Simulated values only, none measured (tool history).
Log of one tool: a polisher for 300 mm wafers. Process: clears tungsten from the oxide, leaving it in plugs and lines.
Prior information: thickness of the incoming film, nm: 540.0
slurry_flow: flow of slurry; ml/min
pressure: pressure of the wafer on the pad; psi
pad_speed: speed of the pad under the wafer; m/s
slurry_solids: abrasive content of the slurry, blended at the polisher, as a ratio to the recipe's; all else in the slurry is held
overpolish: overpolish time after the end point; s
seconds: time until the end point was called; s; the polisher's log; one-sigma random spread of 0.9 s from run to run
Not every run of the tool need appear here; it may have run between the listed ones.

run 1 hour=0 | slurry_flow=315 pressure=4.2 pad_speed=1.02 slurry_solids=1 overpolish=41 | seconds=91.636
run 2 hour=1.3 | slurry_flow=315 pressure=4.6 pad_speed=1.02 slurry_solids=1 overpolish=41 | seconds=84.958
run 3 hour=7 | slurry_flow=355 pressure=4.6 pad_speed=1.02 slurry_solids=1 overpolish=41 | seconds=82.233
run 4 hour=15.2 | slurry_flow=355 pressure=4.6 pad_speed=1.02 slurry_solids=1 overpolish=44 | seconds=83.432
run 5 hour=20.2 | slurry_flow=355 pressure=4.9 pad_speed=1.02 slurry_solids=1 overpolish=44 | seconds=79.668
run 6 hour=29.1 | slurry_flow=355 pressure=4.9 pad_speed=1.02 slurry_solids=0.8 overpolish=44 | seconds=83.17
run 7 hour=31.8 | slurry_flow=355 pressure=5.2 pad_speed=1.02 slurry_solids=0.8 overpolish=44 | seconds=77.834
run 8 hour=37 | slurry_flow=355 pressure=5.2 pad_speed=1.02 slurry_solids=0.8 overpolish=44 | seconds=76.533

Expected results for the next run?
run 9 hour=45.4 | slurry_flow=355 pressure=6.4 pad_speed=1.04 slurry_solids=0.8 overpolish=44 | seconds=?

seconds: 63.345 s
